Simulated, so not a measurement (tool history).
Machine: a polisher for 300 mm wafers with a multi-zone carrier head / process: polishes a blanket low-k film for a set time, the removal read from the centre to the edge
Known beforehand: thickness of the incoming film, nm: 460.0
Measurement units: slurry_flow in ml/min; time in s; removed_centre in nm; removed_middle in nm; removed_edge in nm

run	hour	slurry_flow	centre_zone	middle_zone	edge_zone	slurry_solids	time	removed_centre	removed_middle	removed_edge
1	0.0	140	1.00	1.00	1.00	1.00	83	24.703	24.915	25.247
2	3.9	145	0.99	0.98	1.03	1.05	83	25.246	25.971	26.752
3	10.1	145	0.99	0.98	1.03	1.05	67	20.386	20.641	21.789
4	18.4	145	0.99	0.98	0.98	1.05	67	20.573	20.214	20.957
5	25.8	150	0.99	0.96	1.01	1.10	68	21.681	21.172	22.401
6	26.6	155	0.98	0.94	1.04	1.15	69	22.558	21.563	23.376
7	32.8	150	0.97	0.93	1.06	1.20	72	23.067	22.930	25.461
8	33.6	150	0.97	0.92	1.08	1.25	73	24.570	23.034	26.406
9	40.1	150	0.96	0.92	1.10	1.30	74	24.775	24.204	27.114
10	45.2	155	0.95	0.91	1.11	1.35	75	25.427	24.648	29.070
11	47.1	160	0.95	0.92	1.12	1.35	75	25.648	25.492	28.907
12	55.6	165	0.94	0.91	1.13	1.35	76	25.455	25.376	29.668
13	58.1	170	0.94	0.91	1.14	1.35	76	26.463	25.617	29.914
14	63.2	175	0.93	0.91	1.15	1.35	76	26.207	25.318	29.864
15	69.8	175	0.93	0.91	1.15	1.35	77	26.875	25.408	30.235
16	77.0	175	0.92	0.91	1.15	1.35	78	26.257	26.243	31.427
17	81.0	180	0.92	0.91	1.16	1.35	78	26.515	26.397	31.222

Forecast run 18:
18	89.8	190	0.91	0.90	1.18	1.45	78	?	?	?

Run 18 gave removed_centre 27.817 nm, removed_middle 26.852 nm, removed_edge 32.664 nm.
